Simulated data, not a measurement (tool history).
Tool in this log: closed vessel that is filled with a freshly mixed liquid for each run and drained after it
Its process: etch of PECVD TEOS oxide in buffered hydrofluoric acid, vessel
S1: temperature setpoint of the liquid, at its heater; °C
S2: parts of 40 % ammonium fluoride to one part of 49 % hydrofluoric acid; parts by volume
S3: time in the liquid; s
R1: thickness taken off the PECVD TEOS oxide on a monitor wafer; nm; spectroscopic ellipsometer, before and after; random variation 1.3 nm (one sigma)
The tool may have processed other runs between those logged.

{"run": 1, "hour": 0.0, "S1": 24.0, "S2": 14.5, "S3": 100, "R1": 190.63}
{"run": 2, "hour": 1.5, "S1": 26.0, "S2": 13.0, "S3": 100, "R1": 238.01}
{"run": 3, "hour": 4.8, "S1": 27.5, "S2": 12.0, "S3": 100, "R1": 276.5}
{"run": 4, "hour": 12.3, "S1": 28.5, "S2": 11.0, "S3": 100, "R1": 318.55}
{"run": 5, "hour": 15.3, "S1": 27.0, "S2": 11.0, "S3": 100, "R1": 294.58}
{"run": 6, "hour": 20.4, "S1": 27.0, "S2": 12.5, "S3": 100, "R1": 260.11}

Run 7, settings as shown, results not yet in. Your forecast:
{"run": 7, "hour": 28.2, "S1": 28.5, "S2": 11.5, "S3": 100, "R1": "?"}

Run 7 gave R1 305.90 nm.
